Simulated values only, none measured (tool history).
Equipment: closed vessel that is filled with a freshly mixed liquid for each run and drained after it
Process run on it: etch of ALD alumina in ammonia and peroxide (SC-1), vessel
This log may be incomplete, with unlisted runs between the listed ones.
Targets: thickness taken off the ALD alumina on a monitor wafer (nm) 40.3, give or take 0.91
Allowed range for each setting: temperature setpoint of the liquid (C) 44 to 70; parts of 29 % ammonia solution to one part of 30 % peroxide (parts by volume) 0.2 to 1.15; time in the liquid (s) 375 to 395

| run | hour | temperature setpoint of the liquid (C) | parts of 29 % ammonia solution to one part of 30 % peroxide (parts by volume) | time in the liquid (s) | thickness taken off the ALD alumina on a monitor wafer (nm) |
|---|---|---|---|---|---|
| 1 | 0 | 60 | 0.65 | 375 | 28.248 |
| 2 | 5.2 | 60 | 0.8 | 375 | 28.851 |
| 3 | 7.4 | 60 | 0.8 | 375 | 28.966 |
| 4 | 9.4 | 61 | 0.8 | 375 | 30.145 |
| 5 | 10.3 | 62 | 0.8 | 375 | 31.961 |
| 6 | 18.3 | 62 | 0.8 | 395 | 33.494 |
| 7 | 26.8 | 62 | 0.8 | 395 | 33.536 |
| 8 | 30 | 62.5 | 0.8 | 395 | 34.295 |
| 9 | 31.8 | 63 | 0.8 | 395 | 35.105 |

Pick the move, out of 5, that brings all results within their allowed miss; only one does.
| A | 33.6 | 67.5 | 0.85 | 380 | ? |
| B | 33.6 | 65.5 | 0.8 | 395 | ? |
| C | 33.6 | 67 | 0.75 | 395 | ? |
| D | 33.6 | 67.5 | 0.9 | 380 | ? |
| E | 33.6 | 64 | 0.9 | 395 | ? |

| move | thickness taken off the ALD alumina on a monitor wafer (nm) |
|---|---|
| A | 42.532 |
| B | 39.848 |
| C | 42.639 |
| D | 42.761 |
| E | 37.4 |
A: moves the result that the last run missed by most past its target, out the other side
B: all results land within tolerance of their targets
C: moves the result that the last run missed by most past its target, out the other side
D: moves the result that the last run missed by most past its target, out the other side
E: better than the last run, though not everything is in spec
Move B is the one to make.

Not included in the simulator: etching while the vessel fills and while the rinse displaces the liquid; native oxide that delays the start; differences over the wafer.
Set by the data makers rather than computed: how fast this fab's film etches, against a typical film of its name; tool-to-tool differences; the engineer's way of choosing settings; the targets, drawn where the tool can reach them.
